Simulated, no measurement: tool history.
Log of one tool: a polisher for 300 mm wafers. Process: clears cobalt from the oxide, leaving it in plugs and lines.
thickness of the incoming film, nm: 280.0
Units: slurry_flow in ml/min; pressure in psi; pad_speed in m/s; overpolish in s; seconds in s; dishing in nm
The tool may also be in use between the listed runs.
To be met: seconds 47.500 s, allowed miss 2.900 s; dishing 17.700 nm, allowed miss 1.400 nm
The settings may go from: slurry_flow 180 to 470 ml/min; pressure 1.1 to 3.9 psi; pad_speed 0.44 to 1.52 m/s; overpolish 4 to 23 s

| run | hour | slurry_flow | pressure | pad_speed | overpolish | seconds | dishing |
|---|---|---|---|---|---|---|---|
| 1 | 0.0 | 300 | 2.5 | 0.98 | 12 | 49.455 | 34.758 |
| 2 | 5.6 | 300 | 2.5 | 0.98 | 10 | 50.033 | 32.139 |
| 3 | 10.6 | 300 | 2.5 | 0.98 | 14 | 48.669 | 37.434 |
| 4 | 19.1 | 355 | 2.5 | 0.98 | 14 | 48.959 | 37.874 |
| 5 | 20.4 | 355 | 2.0 | 0.98 | 14 | 62.241 | 35.043 |
| 6 | 27.2 | 355 | 2.5 | 0.98 | 14 | 49.147 | 39.684 |
| 7 | 34.5 | 310 | 2.4 | 1.02 | 12 | 48.670 | 33.965 |
| 8 | 41.9 | 225 | 1.7 | 1.30 | 6 | 55.008 | 21.435 |
| 9 | 42.9 | 215 | 1.7 | 1.36 | 6 | 53.073 | 22.291 |
| 10 | 48.9 | 205 | 1.7 | 1.40 | 6 | 51.520 | 22.224 |
| 11 | 50.8 | 200 | 1.7 | 1.42 | 6 | 51.432 | 23.843 |
| 12 | 58.5 | 265 | 1.6 | 1.42 | 6 | 53.054 | 22.770 |
| 13 | 66.4 | 245 | 1.6 | 1.44 | 6 | 52.497 | 22.200 |
| 14 | 74.1 | 240 | 1.6 | 1.46 | 6 | 52.992 | 21.647 |
| 15 | 77.2 | 240 | 1.6 | 1.46 | 6 | 52.234 | 21.570 |
| 16 | 78.4 | 295 | 1.6 | 1.48 | 6 | 51.129 | 23.605 |
| 17 | 81.3 | 265 | 1.6 | 1.48 | 6 | 51.383 | 22.742 |
| 18 | 82.8 | 245 | 1.6 | 1.48 | 6 | 52.487 | 23.307 |
| 19 | 84.9 | 330 | 1.4 | 1.48 | 4 | 57.353 | 14.760 |
| 20 | 91.0 | 330 | 1.5 | 1.48 | 4 | 54.365 | 16.491 |

Which of these 5 next moves meets every target?
| A | 97.1 | 320 | 1.5 | 1.26 | 6 | ? | ? |
| B | 97.1 | 335 | 1.7 | 1.34 | 5 | ? | ? |
| C | 97.1 | 310 | 1.7 | 1.52 | 4 | ? | ? |
| D | 97.1 | 320 | 1.5 | 1.16 | 6 | ? | ? |
| E | 97.1 | 320 | 1.3 | 1.50 | 5 | ? | ? |

| move | seconds | dishing |
|---|---|---|
| A | 61.993 | 18.650 |
| B | 51.655 | 18.640 |
| C | 45.893 | 17.172 |
| D | 67.201 | 17.522 |
| E | 59.853 | 16.616 |
A: further off than the last run
B: nearer than the last run, and not there yet
C: meets every target
D: further off than the last run
E: further off than the last run
Move C is the one to make.
